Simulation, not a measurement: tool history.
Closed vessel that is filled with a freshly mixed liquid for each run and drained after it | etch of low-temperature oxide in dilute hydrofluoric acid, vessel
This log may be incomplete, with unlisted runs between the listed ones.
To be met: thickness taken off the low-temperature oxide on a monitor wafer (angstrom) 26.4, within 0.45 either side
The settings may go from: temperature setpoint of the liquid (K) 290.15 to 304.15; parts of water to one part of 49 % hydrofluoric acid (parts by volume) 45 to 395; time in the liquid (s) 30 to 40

run,hour,temperature setpoint of the liquid (K),parts of water to one part of 49 % hydrofluoric acid (parts by volume),time in the liquid (s),thickness taken off the low-temperature oxide on a monitor wafer (angstrom)
1,0,296.15,220,40,15.565
2,3.4,297.65,215,40,16.894
3,6.2,298.65,210,40,18.062
4,8.6,299.65,205,40,19.249
5,16.8,299.65,205,40,19.409
6,19.7,300.15,200,40,20.357
7,25.2,300.65,195,40,21.47
8,31.1,301.15,195,40,21.81
9,32.6,304.15,175,40,27.554
# hour 33.6: hydrofluoric acid flow meter replaced
10,33.6,303.65,175,40,30.982
11,41.2,303.15,175,40,30.291
12,49.8,303.15,175,40,30.643
13,55,302.65,175,40,30.125
14,63.3,302.15,175,40,29.331
15,66.4,301.65,175,40,28.886

Consider the 4 candidate settings below. Which is the only one whose results all fall within their allowed miss of target?
A,69.5,303.15,170,35,?
B,69.5,299.65,160,35,?
C,69.5,304.15,180,40,?
D,69.5,302.15,200,40,?

move,thickness taken off the low-temperature oxide on a monitor wafer (angstrom)
A,27.882
B,26.425
C,30.772
D,25.197
A: better than the last run, though not everything is in spec
B: every result within its allowed miss
C: lands further from the targets than the last run did
D: moves the result that the last run missed by most past its target, out the other side
B meets every target.
